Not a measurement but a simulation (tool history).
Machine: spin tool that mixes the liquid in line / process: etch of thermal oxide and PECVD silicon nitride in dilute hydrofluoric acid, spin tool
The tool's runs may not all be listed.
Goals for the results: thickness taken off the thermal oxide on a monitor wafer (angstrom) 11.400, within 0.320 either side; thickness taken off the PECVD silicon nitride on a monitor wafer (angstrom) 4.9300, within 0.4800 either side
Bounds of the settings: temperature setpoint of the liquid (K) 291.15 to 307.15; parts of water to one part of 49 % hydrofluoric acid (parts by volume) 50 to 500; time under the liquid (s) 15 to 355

run,hour,temperature setpoint of the liquid (K),parts of water to one part of 49 % hydrofluoric acid (parts by volume),time under the liquid (s),thickness taken off the thermal oxide on a monitor wafer (angstrom),thickness taken off the PECVD silicon nitride on a monitor wafer (angstrom)
1,0.0,299.15,275,180,28.136,12.5070
2,5.2,297.65,310,180,22.837,9.6940
3,13.6,297.65,400,180,16.391,7.6376
4,16.0,296.65,415,180,14.982,7.2438
5,16.6,296.65,455,180,13.120,6.5466
6,25.1,296.65,490,180,11.802,6.3283
7,32.0,295.65,475,175,11.615,5.8543
8,39.4,294.65,465,175,11.622,5.7782

Pick the move, out of 4, that brings all results within their allowed miss; only one does.
A,46.8,291.15,265,100,?,?
B,46.8,294.15,420,160,?,?
C,46.8,291.15,275,95,?,?
D,46.8,294.15,375,130,?,?

move,thickness taken off the thermal oxide on a monitor wafer (angstrom),thickness taken off the PECVD silicon nitride on a monitor wafer (angstrom)
A,12.089,4.1504
B,11.908,5.1524
C,10.970,3.8056
D,11.256,4.6727
A: pushes the last run's worst result past its target
B: the furthest-off result lands on target, but another misses its tolerance
C: pushes the last run's worst result past its target
D: meets every target
D meets every target.
